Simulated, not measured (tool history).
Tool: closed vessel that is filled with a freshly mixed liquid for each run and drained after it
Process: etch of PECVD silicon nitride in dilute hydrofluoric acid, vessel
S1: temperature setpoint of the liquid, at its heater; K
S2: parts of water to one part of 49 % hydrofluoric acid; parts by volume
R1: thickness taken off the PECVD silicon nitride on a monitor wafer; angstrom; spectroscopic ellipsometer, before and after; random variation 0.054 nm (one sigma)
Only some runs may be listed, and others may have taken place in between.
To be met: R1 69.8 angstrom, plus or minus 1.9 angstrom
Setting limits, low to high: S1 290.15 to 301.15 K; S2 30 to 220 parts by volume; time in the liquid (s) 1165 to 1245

run 1 hour=0 | S1=293.15 S2=125 time_in_the_liquid_(s)=1165 | R1=129.21
run 2 hour=5.3 | S1=293.15 S2=125 time_in_the_liquid_(s)=1245 | R1=136.93
run 3 hour=9 | S1=293.15 S2=125 time_in_the_liquid_(s)=1245 | R1=137.92
run 4 hour=10.6 | S1=296.65 S2=125 time_in_the_liquid_(s)=1245 | R1=172.65
run 5 hour=19.6 | S1=294.65 S2=145 time_in_the_liquid_(s)=1245 | R1=130.45
run 6 hour=20.3 | S1=293.15 S2=160 time_in_the_liquid_(s)=1245 | R1=105.95
run 7 hour=22.8 | S1=292.15 S2=170 time_in_the_liquid_(s)=1245 | R1=94.414
run 8 hour=24.3 | S1=291.65 S2=175 time_in_the_liquid_(s)=1245 | R1=89.953

Pick the move, out of 4, that brings all results within their allowed miss; only one does.
run A hour=25.8 | S1=290.15 S2=190 time_in_the_liquid_(s)=1175 | R1=?
run B hour=25.8 | S1=293.65 S2=180 time_in_the_liquid_(s)=1185 | R1=?
run C hour=25.8 | S1=290.15 S2=170 time_in_the_liquid_(s)=1190 | R1=?
run D hour=25.8 | S1=293.15 S2=215 time_in_the_liquid_(s)=1210 | R1=?

move=A R1=69.794
move=B R1=93.675
move=C R1=78.652
move=D R1=77.876
A: all results land within tolerance of their targets
B: further off than the last run
C: closes in on the targets versus the last run, not all within tolerance yet
D: closes in on the targets versus the last run, not all within tolerance yet
Go with A: it meets all targets.
